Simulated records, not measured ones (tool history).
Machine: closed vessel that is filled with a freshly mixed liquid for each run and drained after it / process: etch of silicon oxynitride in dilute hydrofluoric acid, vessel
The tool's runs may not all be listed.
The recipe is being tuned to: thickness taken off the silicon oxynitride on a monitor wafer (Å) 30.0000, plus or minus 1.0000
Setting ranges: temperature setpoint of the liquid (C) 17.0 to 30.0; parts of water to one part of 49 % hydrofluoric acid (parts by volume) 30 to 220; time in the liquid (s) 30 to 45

run    day  temperature setpoint of the liquid (C)  parts of water to one part of 49 % hydrofluoric acid (parts by volume)  time in the liquid (s)  thickness taken off the silicon oxynitride on a monitor wafer (Å)
  1  0.000                                    22.0                                                                     125                      45                                                            13.7500
  2  0.308                                    22.0                                                                     150                      45                                                            10.8920
  3  0.496                                    22.0                                                                     150                      45                                                            10.9820
  4  0.562                                    22.0                                                                     165                      45                                                            10.1090
  5  0.917                                    22.0                                                                     165                      45                                                             9.9724
  6  0.988                                    23.5                                                                     150                      45                                                            11.9780
  7  1.283                                    24.5                                                                     135                      45                                                            14.1740
  8  1.408                                    25.5                                                                     125                      45                                                            16.1550
  9  1.500                                    29.5                                                                      75                      45                                                            33.7830
 10  1.750                                    29.0                                                                      75                      45                                                            33.2530
 11  1.988                                    28.5                                                                      75                      45                                                            31.9120
 12  2.338                                    28.0                                                                      75                      45                                                            31.5730

Which of these 4 next moves meets every target?
  A  2.688                                    27.5                                                                      70                      45                                                                  ?
  B  2.688                                    25.5                                                                      75                      45                                                                  ?
  C  2.688                                    30.0                                                                      85                      45                                                                  ?
  D  2.688                                    27.5                                                                      85                      45                                                                  ?

move  thickness taken off the silicon oxynitride on a monitor wafer (Å)
   A                                                            33.4950
   B                                                            28.3200
   C                                                            30.4900
   D                                                            27.1910
A: lands further from the targets than the last run did
B: moves the result that the last run missed by most past its target, out the other side
C: each result inside its tolerance
D: moves the result that the last run missed by most past its target, out the other side
The move that meets every target is C.

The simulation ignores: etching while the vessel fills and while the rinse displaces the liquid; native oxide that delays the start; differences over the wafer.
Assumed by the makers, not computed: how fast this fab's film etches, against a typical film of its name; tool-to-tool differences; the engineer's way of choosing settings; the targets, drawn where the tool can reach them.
